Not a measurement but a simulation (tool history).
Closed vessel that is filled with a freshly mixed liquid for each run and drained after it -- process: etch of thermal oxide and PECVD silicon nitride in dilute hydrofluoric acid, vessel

run	hour	temperature setpoint of the liquid (C)	parts of water to one part of 49 % hydrofluoric acid (parts by volume)	time in the liquid (s)	thickness taken off the thermal oxide on a monitor wafer (angstrom)	thickness taken off the PECVD silicon nitride on a monitor wafer (angstrom)
1	0.0	25.0	125	320	144.77	90.098
2	1.5	28.5	125	320	163.45	112.120
3	6.9	28.5	95	320	225.02	150.360
4	11.3	27.0	95	320	211.62	133.950
5	16.1	26.5	95	320	210.99	130.900
6	21.9	26.0	95	320	200.23	125.720
7	27.3	25.5	95	320	199.02	120.640

Estimate the outcome of run 8 from the log above:
8	32.0	25.0	90	320	?	?

{"run 8": {"thickness taken off the thermal oxide on a monitor wafer (angstrom)": 211.83, "thickness taken off the PECVD silicon nitride on a monitor wafer (angstrom)": 126.2}}
